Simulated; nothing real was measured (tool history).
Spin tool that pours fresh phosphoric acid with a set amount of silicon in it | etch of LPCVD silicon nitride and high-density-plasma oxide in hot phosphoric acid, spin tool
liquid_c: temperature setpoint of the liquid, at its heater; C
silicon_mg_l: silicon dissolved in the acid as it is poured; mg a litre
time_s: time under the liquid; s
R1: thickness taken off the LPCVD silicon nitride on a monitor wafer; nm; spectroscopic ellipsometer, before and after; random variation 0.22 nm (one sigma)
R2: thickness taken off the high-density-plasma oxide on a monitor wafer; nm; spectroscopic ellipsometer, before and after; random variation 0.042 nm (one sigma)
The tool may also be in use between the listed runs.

{"run": 1, "hour": 0.0, "liquid_c": 161.0, "silicon_mg_l": 11.0, "time_s": 180, "R1": 18.865, "R2": 0.42334}
{"run": 2, "hour": 0.7, "liquid_c": 161.5, "silicon_mg_l": 11.5, "time_s": 190, "R1": 20.301, "R2": 0.41021}
{"run": 3, "hour": 2.2, "liquid_c": 162.0, "silicon_mg_l": 10.5, "time_s": 195, "R1": 20.938, "R2": 0.49367}
{"run": 4, "hour": 3.2, "liquid_c": 162.5, "silicon_mg_l": 11.0, "time_s": 200, "R1": 21.955, "R2": 0.53887}
{"run": 5, "hour": 6.2, "liquid_c": 162.5, "silicon_mg_l": 15.0, "time_s": 200, "R1": 21.954, "R2": 0.47942}
{"hour": 11.3, "done": "dissolved silicon flow meter replaced"}
{"run": 6, "hour": 11.3, "liquid_c": 162.5, "silicon_mg_l": 15.0, "time_s": 260, "R1": 28.213, "R2": 0.50208}

Run 7 comes next. What will it give?
{"run": 7, "hour": 19.6, "liquid_c": 163.0, "silicon_mg_l": 15.0, "time_s": 260, "R1": "?", "R2": "?"}

R1: 28.942 nm
R2: 0.57330 nm

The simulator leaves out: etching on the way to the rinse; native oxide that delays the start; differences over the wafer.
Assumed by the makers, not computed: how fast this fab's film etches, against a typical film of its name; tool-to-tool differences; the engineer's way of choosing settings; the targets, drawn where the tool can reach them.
